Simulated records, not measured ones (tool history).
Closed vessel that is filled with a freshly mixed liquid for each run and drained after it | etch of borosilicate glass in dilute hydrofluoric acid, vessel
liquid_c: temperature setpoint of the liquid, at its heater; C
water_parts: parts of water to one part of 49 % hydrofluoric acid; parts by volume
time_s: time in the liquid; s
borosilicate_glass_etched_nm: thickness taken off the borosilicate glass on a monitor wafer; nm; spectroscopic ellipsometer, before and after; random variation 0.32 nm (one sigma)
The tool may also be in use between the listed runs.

| run | hour | liquid_c | water_parts | time_s | borosilicate_glass_etched_nm |
|---|---|---|---|---|---|
| 1 | 0.0 | 21.0 | 70 | 30 | 13.154 |
| 2 | 7.4 | 22.0 | 65 | 30 | 15.185 |
| 3 | 8.2 | 22.0 | 90 | 30 | 10.521 |
| 4 | 14.6 | 22.0 | 90 | 30 | 10.541 |
| 5 | 20.7 | 22.0 | 75 | 30 | 13.195 |
| 6 | 27.4 | 22.0 | 85 | 30 | 11.343 |
| 7 | 34.6 | 23.0 | 75 | 30 | 13.620 |
| 8 | 40.8 | 24.0 | 65 | 30 | 16.243 |
| 9 | 50.1 | 25.0 | 60 | 30 | 18.296 |
| 10 | 52.2 | 25.5 | 55 | 30 | 21.022 |
| 11 | 61.0 | 26.0 | 50 | 30 | 23.708 |

The next listed run, before its measurement:
| 12 | 68.6 | 26.5 | 50 | 30 | ? |

{"run 12": {"borosilicate_glass_etched_nm": 23.906}}
